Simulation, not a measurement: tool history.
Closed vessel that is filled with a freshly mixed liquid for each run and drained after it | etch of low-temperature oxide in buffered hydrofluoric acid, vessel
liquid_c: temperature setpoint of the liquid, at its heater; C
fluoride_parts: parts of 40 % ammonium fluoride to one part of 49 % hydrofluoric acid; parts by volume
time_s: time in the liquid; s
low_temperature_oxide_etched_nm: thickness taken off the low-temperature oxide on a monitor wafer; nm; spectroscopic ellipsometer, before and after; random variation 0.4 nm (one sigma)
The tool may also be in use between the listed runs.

| run | hour | liquid_c | fluoride_parts | time_s | low_temperature_oxide_etched_nm |
|---|---|---|---|---|---|
| 1 | 0 | 21 | 14 | 30 | 35.753 |
| 2 | 5.3 | 23.5 | 14 | 30 | 41.158 |
| 3 | 12 | 25 | 12.5 | 30 | 49.85 |
| 4 | 20.6 | 26 | 11.5 | 30 | 56.803 |
| 5 | 23.6 | 27 | 10.5 | 30 | 65.73 |
| 6 | 28.3 | 29 | 10.5 | 30 | 73.133 |
| 7 | 37 | 29 | 10.5 | 30 | 72.771 |
| 8 | 44.2 | 29 | 10 | 30 | 76.8 |

Run 9 comes next. What will it give?
| 9 | 51.7 | 29 | 9.5 | 30 | ? |

low_temperature_oxide_etched_nm: 78.83 nm
